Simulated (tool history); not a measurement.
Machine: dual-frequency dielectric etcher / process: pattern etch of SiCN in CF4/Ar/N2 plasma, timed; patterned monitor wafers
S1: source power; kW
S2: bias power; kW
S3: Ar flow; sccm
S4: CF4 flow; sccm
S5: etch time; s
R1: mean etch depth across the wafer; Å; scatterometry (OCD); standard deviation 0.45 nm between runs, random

Run 1, hour 0: S1 0.33 kW, S2 0.071 kW, S3 89 sccm, S4 60 sccm, S5 132 s. Result: R1 732.25 Å.
Run 2, hour 0.9: S1 0.34 kW, S2 0.071 kW, S3 89 sccm, S4 60 sccm, S5 132 s. Result: R1 761.67 Å.
Run 3, hour 9.2: S1 0.37 kW, S2 0.071 kW, S3 89 sccm, S4 60 sccm, S5 132 s. Result: R1 827.77 Å.
Run 4, hour 17.8: S1 0.37 kW, S2 0.071 kW, S3 89 sccm, S4 60 sccm, S5 132 s. Result: R1 830.64 Å.
Run 5, hour 19.6: S1 0.37 kW, S2 0.065 kW, S3 89 sccm, S4 60 sccm, S5 132 s. Result: R1 807.45 Å.
Run 6, hour 21.6: S1 0.37 kW, S2 0.065 kW, S3 89 sccm, S4 51 sccm, S5 132 s. Result: R1 780.86 Å.
Run 7, hour 24.4: S1 0.39 kW, S2 0.065 kW, S3 89 sccm, S4 51 sccm, S5 132 s. Result: R1 819.86 Å.

Estimate the outcome of run 8 from the log above:
Run 8, hour 27.1: S1 0.39 kW, S2 0.065 kW, S3 89 sccm, S4 51 sccm, S5 132 s. Result: R1 ?.

{"run 8": {"R1": 813.45}}
